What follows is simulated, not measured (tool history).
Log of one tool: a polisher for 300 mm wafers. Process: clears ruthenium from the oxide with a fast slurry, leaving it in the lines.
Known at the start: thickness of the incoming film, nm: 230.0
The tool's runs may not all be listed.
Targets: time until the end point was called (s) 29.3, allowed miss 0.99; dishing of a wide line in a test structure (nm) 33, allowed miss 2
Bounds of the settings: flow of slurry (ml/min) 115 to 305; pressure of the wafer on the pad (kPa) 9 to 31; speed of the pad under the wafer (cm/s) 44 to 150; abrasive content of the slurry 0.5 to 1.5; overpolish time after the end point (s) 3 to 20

run  hour  flow of slurry (ml/min)  pressure of the wafer on the pad (kPa)  speed of the pad under the wafer (cm/s)  abrasive content of the slurry  overpolish time after the end point (s)  time until the end point was called (s)  dishing of a wide line in a test structure (nm)
  1     0                      195                                      20                                       96                               1                                       10                                   50.834                                           37.347
  2   8.5                      195                                    15.9                                       96                               1                                       10                                   62.736                                           31.242
  3  17.2                      205                                    20.7                                       96                               1                                        8                                   47.966                                           32.097
  4  25.6                      215                                    23.4                                       96                               1                                        7                                   42.144                                           31.777
  5  27.2                      215                                    23.4                                       74                               1                                        7                                   55.554                                           25.639
  6  30.3                      215                                    23.4                                       74                             1.2                                        7                                    52.08                                           27.104
  7    35                      220                                    26.2                                       80                             1.2                                        6                                   43.168                                           27.841
  8  41.3                      225                                    27.6                                       84                             1.2                                        6                                   39.121                                           29.959
  9  45.4                      225                                    27.6                                       84                             1.2                                        6                                   38.872                                           30.738
 10  52.6                      225                                      29                                       88                             1.2                                        5                                   35.253                                           27.751
 11  55.8                      230                                    29.6                                       90                             1.2                                        5                                   33.265                                           28.362
 12  58.8                      230                                    30.3                                       92                             1.2                                        5                                   31.873                                           30.589
 13  59.5                      230                                    30.3                                       94                             1.2                                        5                                   31.326                                           30.831
 14    68                      230                                    30.3                                       96                             1.2                                        5                                   30.792                                           32.129

5 next moves are on the table. One of them brings every result within its allowed miss. Which?
  A  76.5                      225                                      31                                       82                            1.45                                        5                                        ?                                                ?
  B  76.5                      305                                      31                                       94                             1.3                                        4                                        ?                                                ?
  C  76.5                      305                                    24.8                                      114                             1.4                                        5                                        ?                                                ?
  D  76.5                      240                                    26.2                                       92                            1.35                                        6                                        ?                                                ?
  E  76.5                      265                                      31                                      114                            0.95                                        4                                        ?                                                ?

move  time until the end point was called (s)  dishing of a wide line in a test structure (nm)
   A                                   32.895                                           29.361
   B                                   29.128                                           26.822
   C                                   29.296                                           32.509
   D                                   35.355                                           32.349
   E                                   27.349                                           28.375
A: further off than the last run
B: brings the result that was furthest off to its target, and leaves another outside
C: meets every target
D: further off than the last run
E: takes the result that was furthest off past its target
Move C is the one to make.
